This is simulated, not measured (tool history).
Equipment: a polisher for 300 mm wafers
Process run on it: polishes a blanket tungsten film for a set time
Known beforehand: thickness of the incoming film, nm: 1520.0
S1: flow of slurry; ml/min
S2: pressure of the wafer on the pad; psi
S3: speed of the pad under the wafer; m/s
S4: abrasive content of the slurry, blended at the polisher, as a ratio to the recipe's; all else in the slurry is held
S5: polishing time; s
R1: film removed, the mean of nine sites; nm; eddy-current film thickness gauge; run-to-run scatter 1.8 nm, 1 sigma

| run | hour | S1 | S2 | S3 | S4 | S5 | R1 |
|---|---|---|---|---|---|---|---|
| 1 | 0.0 | 170 | 2.6 | 1.30 | 1.00 | 67 | 294.74 |
| 2 | 8.3 | 170 | 2.6 | 1.30 | 1.00 | 71 | 311.74 |
| 3 | 11.6 | 170 | 2.6 | 1.06 | 1.00 | 71 | 253.56 |
| 4 | 20.4 | 170 | 2.6 | 1.06 | 0.85 | 71 | 249.13 |
| 5 | 25.2 | 165 | 2.6 | 1.06 | 0.85 | 71 | 245.17 |
| 6 | 33.2 | 165 | 2.6 | 1.34 | 0.85 | 71 | 309.44 |
| 7 | 38.7 | 155 | 2.4 | 1.34 | 0.85 | 71 | 290.65 |
| 8 | 47.6 | 155 | 2.2 | 1.34 | 0.85 | 71 | 270.96 |

Estimate the outcome of run 9 from the log above:
| 9 | 56.1 | 155 | 2.1 | 1.34 | 0.85 | 71 | ? |

R1: 267.68 nm
